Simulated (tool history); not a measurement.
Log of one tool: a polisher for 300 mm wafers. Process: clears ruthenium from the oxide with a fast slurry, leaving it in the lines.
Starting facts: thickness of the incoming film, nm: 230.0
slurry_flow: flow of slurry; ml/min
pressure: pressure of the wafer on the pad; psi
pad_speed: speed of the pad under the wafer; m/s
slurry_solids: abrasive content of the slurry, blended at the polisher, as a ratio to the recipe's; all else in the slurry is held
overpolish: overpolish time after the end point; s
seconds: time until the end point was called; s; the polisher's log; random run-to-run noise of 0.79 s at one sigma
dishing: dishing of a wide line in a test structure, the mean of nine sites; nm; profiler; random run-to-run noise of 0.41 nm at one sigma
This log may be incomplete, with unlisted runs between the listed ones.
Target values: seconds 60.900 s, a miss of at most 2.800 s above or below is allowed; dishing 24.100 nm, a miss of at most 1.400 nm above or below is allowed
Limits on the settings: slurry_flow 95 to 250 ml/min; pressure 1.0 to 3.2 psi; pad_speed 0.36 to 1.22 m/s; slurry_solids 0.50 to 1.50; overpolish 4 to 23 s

Run 1, hour 0.0: slurry_flow 160 ml/min, pressure 2.1 psi, pad_speed 0.78 m/s, slurry_solids 1.00, overpolish 12 s. Result: seconds 99.885 s, dishing 22.956 nm.
Run 2, hour 7.8: slurry_flow 160 ml/min, pressure 2.1 psi, pad_speed 0.78 m/s, slurry_solids 1.00, overpolish 8 s. Result: seconds 100.050 s, dishing 15.146 nm.
Run 3, hour 15.0: slurry_flow 165 ml/min, pressure 2.4 psi, pad_speed 0.78 m/s, slurry_solids 1.00, overpolish 8 s. Result: seconds 87.640 s, dishing 17.019 nm.
Run 4, hour 18.9: slurry_flow 165 ml/min, pressure 2.4 psi, pad_speed 0.78 m/s, slurry_solids 1.20, overpolish 8 s. Result: seconds 77.407 s, dishing 19.389 nm.
Run 5, hour 22.5: slurry_flow 135 ml/min, pressure 2.4 psi, pad_speed 0.78 m/s, slurry_solids 1.20, overpolish 8 s. Result: seconds 81.095 s, dishing 18.543 nm.
Run 6, hour 24.8: slurry_flow 145 ml/min, pressure 2.5 psi, pad_speed 0.78 m/s, slurry_solids 1.20, overpolish 8 s. Result: seconds 78.311 s, dishing 19.196 nm.
Run 7, hour 31.3: slurry_flow 160 ml/min, pressure 2.6 psi, pad_speed 0.78 m/s, slurry_solids 1.20, overpolish 8 s. Result: seconds 72.869 s, dishing 20.196 nm.
Run 8, hour 34.5: slurry_flow 165 ml/min, pressure 2.7 psi, pad_speed 0.78 m/s, slurry_solids 1.20, overpolish 8 s. Result: seconds 71.955 s, dishing 20.555 nm.
Run 9, hour 42.5: slurry_flow 165 ml/min, pressure 2.8 psi, pad_speed 0.78 m/s, slurry_solids 1.20, overpolish 8 s. Result: seconds 68.464 s, dishing 21.268 nm.
Run 10, hour 46.7: slurry_flow 170 ml/min, pressure 2.9 psi, pad_speed 0.78 m/s, slurry_solids 1.20, overpolish 8 s. Result: seconds 64.997 s, dishing 22.898 nm.
Run 11, hour 50.1: slurry_flow 175 ml/min, pressure 2.9 psi, pad_speed 0.78 m/s, slurry_solids 1.20, overpolish 8 s. Result: seconds 65.861 s, dishing 22.261 nm.
Run 12, hour 51.8: slurry_flow 175 ml/min, pressure 3.0 psi, pad_speed 0.78 m/s, slurry_solids 1.20, overpolish 8 s. Result: seconds 63.846 s, dishing 23.517 nm.

Which single option among these 5 for the next run brings every result within its allowed miss of target? Just one does.
Run A, hour 53.5: slurry_flow 185 ml/min, pressure 3.0 psi, pad_speed 0.72 m/s, slurry_solids 1.25, overpolish 8 s. Result: seconds ?, dishing ?.
Run B, hour 53.5: slurry_flow 175 ml/min, pressure 2.8 psi, pad_speed 0.82 m/s, slurry_solids 1.35, overpolish 8 s. Result: seconds ?, dishing ?.
Run C, hour 53.5: slurry_flow 175 ml/min, pressure 3.0 psi, pad_speed 0.72 m/s, slurry_solids 1.20, overpolish 10 s. Result: seconds ?, dishing ?.
Run D, hour 53.5: slurry_flow 155 ml/min, pressure 2.6 psi, pad_speed 0.82 m/s, slurry_solids 1.15, overpolish 9 s. Result: seconds ?, dishing ?.
Run E, hour 53.5: slurry_flow 160 ml/min, pressure 3.2 psi, pad_speed 0.66 m/s, slurry_solids 1.30, overpolish 9 s. Result: seconds ?, dishing ?.

move  seconds  dishing
   A   67.893   21.780
   B   62.550   23.473
   C   69.714   26.040
   D   73.568   22.540
   E   69.834   23.636
A: lands further from the targets than the last run did
B: every result lands within tolerance
C: lands further from the targets than the last run did
D: lands further from the targets than the last run did
E: lands further from the targets than the last run did
Go with B: it meets all targets.
